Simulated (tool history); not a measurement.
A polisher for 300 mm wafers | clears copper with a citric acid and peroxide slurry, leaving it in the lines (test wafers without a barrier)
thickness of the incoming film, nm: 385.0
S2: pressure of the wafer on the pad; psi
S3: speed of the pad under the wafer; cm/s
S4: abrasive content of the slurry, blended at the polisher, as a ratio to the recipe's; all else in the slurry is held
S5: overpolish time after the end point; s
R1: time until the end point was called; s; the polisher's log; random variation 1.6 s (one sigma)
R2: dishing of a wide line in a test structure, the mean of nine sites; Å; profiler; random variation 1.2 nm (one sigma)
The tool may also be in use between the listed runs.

{"run": 1, "hour": 0.0, "flow of slurry (ml/min)": 215, "S2": 3.4, "S3": 124, "S4": 1, "S5": 14, "R1": 145.23, "R2": 295.05}
{"run": 2, "hour": 7.9, "flow of slurry (ml/min)": 215, "S2": 3.4, "S3": 102, "S4": 1, "S5": 14, "R1": 171.16, "R2": 246.92}
{"run": 3, "hour": 13.3, "flow of slurry (ml/min)": 170, "S2": 3.4, "S3": 102, "S4": 1, "S5": 14, "R1": 179.7, "R2": 240.65}
{"run": 4, "hour": 16.3, "flow of slurry (ml/min)": 170, "S2": 2.9, "S3": 102, "S4": 1, "S5": 14, "R1": 206.78, "R2": 207.28}
{"run": 5, "hour": 24.4, "flow of slurry (ml/min)": 170, "S2": 3.2, "S3": 102, "S4": 1, "S5": 15, "R1": 191.93, "R2": 239.12}
{"run": 6, "hour": 32.3, "flow of slurry (ml/min)": 170, "S2": 3.4, "S3": 102, "S4": 1, "S5": 16, "R1": 178.08, "R2": 266.75}
{"run": 7, "hour": 40.6, "flow of slurry (ml/min)": 170, "S2": 3.6, "S3": 102, "S4": 1, "S5": 17, "R1": 168.38, "R2": 299.43}

Run 8 comes next. What will it give?
{"run": 8, "hour": 49.5, "flow of slurry (ml/min)": 170, "S2": 3.8, "S3": 102, "S4": 1, "S5": 18, "R1": "?", "R2": "?"}

R1: 156.88 s
R2: 325.19 Å
